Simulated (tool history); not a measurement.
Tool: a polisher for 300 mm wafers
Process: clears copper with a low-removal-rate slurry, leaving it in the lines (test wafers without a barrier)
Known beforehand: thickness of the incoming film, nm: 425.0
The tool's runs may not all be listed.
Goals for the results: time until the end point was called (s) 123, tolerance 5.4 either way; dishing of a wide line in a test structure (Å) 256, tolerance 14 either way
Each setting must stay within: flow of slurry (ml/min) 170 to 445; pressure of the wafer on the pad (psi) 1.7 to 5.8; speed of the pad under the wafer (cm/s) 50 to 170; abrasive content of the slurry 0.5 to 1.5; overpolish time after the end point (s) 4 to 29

run  hour  flow of slurry (ml/min)  pressure of the wafer on the pad (psi)  speed of the pad under the wafer (cm/s)  abrasive content of the slurry  overpolish time after the end point (s)  time until the end point was called (s)  dishing of a wide line in a test structure (Å)
  1     0                      285                                     3.7                                      110                               1                                       15                                   97.853                                          263.97
  2   1.2                      285                                     3.6                                      110                               1                                       15                                   98.589                                          254.68
  3   6.6                      285                                     3.5                                      110                               1                                       16                                   101.39                                          257.81
  4   7.4                      220                                     3.5                                      110                               1                                       16                                   101.41                                          262.71
  5  14.3                      220                                     3.5                                      110                               1                                       22                                   98.875                                          282.09
  6    17                      220                                     3.5                                      110                             1.1                                       22                                   100.93                                          279.29
  7  22.2                      220                                     3.4                                      110                             1.1                                       22                                   101.74                                          276.88
  8  26.3                      220                                     3.3                                      110                             1.1                                       22                                   103.98                                          288.99
  9  31.8                      220                                     3.2                                      110                             1.1                                       21                                      108                                          274.56
 10  33.1                      220                                     3.1                                      110                             1.1                                       21                                   110.98                                          266.86

Next run, 5 choices. One meets every target within its allowed miss, the rest don't. Which?
  A  34.4                      255                                     2.5                                      106                            0.95                                       25                                        ?                                               ?
  B  34.4                      255                                     2.4                                      116                            1.15                                       20                                        ?                                               ?
  C  34.4                      235                                     3.9                                       92                             1.3                                       13                                        ?                                               ?
  D  34.4                      210                                       3                                      116                             1.2                                       20                                        ?                                               ?
  E  34.4                      170                                     2.8                                      126                             1.1                                       17                                        ?                                               ?

move  time until the end point was called (s)  dishing of a wide line in a test structure (Å)
   A                                   136.94                                          263.45
   B                                    124.5                                          253.94
   C                                   103.83                                          235.83
   D                                   106.16                                          267.33
   E                                   107.41                                          254.18
A: pushes the last run's worst result past its target
B: in spec on every target
C: its largest miss is bigger than the last run's
D: its largest miss is bigger than the last run's
E: its largest miss is bigger than the last run's
B is the move that brings every result within its allowed miss.
